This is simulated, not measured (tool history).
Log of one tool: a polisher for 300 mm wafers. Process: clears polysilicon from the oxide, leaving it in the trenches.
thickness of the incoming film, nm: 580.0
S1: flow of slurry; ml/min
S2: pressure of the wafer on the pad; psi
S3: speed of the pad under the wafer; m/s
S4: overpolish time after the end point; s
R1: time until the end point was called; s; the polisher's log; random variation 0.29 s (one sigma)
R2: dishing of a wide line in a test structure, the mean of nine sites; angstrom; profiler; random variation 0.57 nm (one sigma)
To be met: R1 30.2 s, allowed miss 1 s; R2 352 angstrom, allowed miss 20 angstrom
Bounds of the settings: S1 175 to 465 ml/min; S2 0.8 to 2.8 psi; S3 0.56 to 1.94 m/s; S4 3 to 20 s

run	hour	S1	S2	S3	S4	R1	R2
1	0	295	1.8	1.24	10	43.811	348.19
2	5.3	295	1.8	1.24	8	43.906	329.93
3	10.1	295	2	1.24	8	40.24	338.95
4	18.3	295	2.2	1.24	8	35.704	342.63
5	26.1	295	2.3	1.24	8	34.762	350.6
6	28.4	295	2.4	1.24	8	34.026	337.94
7	29.9	295	2.5	1.24	9	32.959	354.65
8	38.1	295	2.6	1.24	9	30.983	361.42
9	45.1	295	2.6	1.24	8	31.817	348.09

Which of these 4 next moves meets every target?
A	52.1	275	2.5	1.22	9	?	?
B	52.1	265	2.6	1.3	8	?	?
C	52.1	255	2.3	1.32	6	?	?
D	52.1	395	2.8	1.24	10	?	?

move	R1	R2
A	33.36	352.26
B	30.343	351.58
C	33.705	332.07
D	28.589	357.27
A: further off than the last run
B: meets every target
C: further off than the last run
D: takes the result that was furthest off past its target
The right move is B.
